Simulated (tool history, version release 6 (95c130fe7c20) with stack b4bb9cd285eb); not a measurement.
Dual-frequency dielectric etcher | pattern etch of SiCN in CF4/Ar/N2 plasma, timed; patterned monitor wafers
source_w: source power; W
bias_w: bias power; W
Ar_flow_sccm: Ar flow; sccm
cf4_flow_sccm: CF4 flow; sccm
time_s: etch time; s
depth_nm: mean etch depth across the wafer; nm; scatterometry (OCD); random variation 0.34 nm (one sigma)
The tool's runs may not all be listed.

Run 1, day 0: source_w 580 W, bias_w 77 W, Ar_flow_sccm 125 sccm, cf4_flow_sccm 56 sccm, time_s 91 s. Result: depth_nm 89.913 nm.
Run 2, day 0.188: source_w 580 W, bias_w 71 W, Ar_flow_sccm 125 sccm, cf4_flow_sccm 56 sccm, time_s 91 s. Result: depth_nm 86.956 nm.
Run 3, day 0.542: source_w 580 W, bias_w 71 W, Ar_flow_sccm 125 sccm, cf4_flow_sccm 56 sccm, time_s 95 s. Result: depth_nm 90.992 nm.
Run 4, day 0.75: source_w 590 W, bias_w 71 W, Ar_flow_sccm 125 sccm, cf4_flow_sccm 56 sccm, time_s 95 s. Result: depth_nm 91.806 nm.
Run 5, day 0.929: source_w 590 W, bias_w 71 W, Ar_flow_sccm 135 sccm, cf4_flow_sccm 56 sccm, time_s 95 s. Result: depth_nm 90.949 nm.
Run 6, day 1.196: source_w 590 W, bias_w 71 W, Ar_flow_sccm 135 sccm, cf4_flow_sccm 56 sccm, time_s 95 s. Result: depth_nm 91.414 nm.
Run 7, day 1.346: source_w 600 W, bias_w 71 W, Ar_flow_sccm 135 sccm, cf4_flow_sccm 56 sccm, time_s 95 s. Result: depth_nm 91.49 nm.

Forecast run 8:
Run 8, day 1.446: source_w 610 W, bias_w 71 W, Ar_flow_sccm 135 sccm, cf4_flow_sccm 56 sccm, time_s 95 s. Result: depth_nm ?.

depth_nm: 92.956 nm

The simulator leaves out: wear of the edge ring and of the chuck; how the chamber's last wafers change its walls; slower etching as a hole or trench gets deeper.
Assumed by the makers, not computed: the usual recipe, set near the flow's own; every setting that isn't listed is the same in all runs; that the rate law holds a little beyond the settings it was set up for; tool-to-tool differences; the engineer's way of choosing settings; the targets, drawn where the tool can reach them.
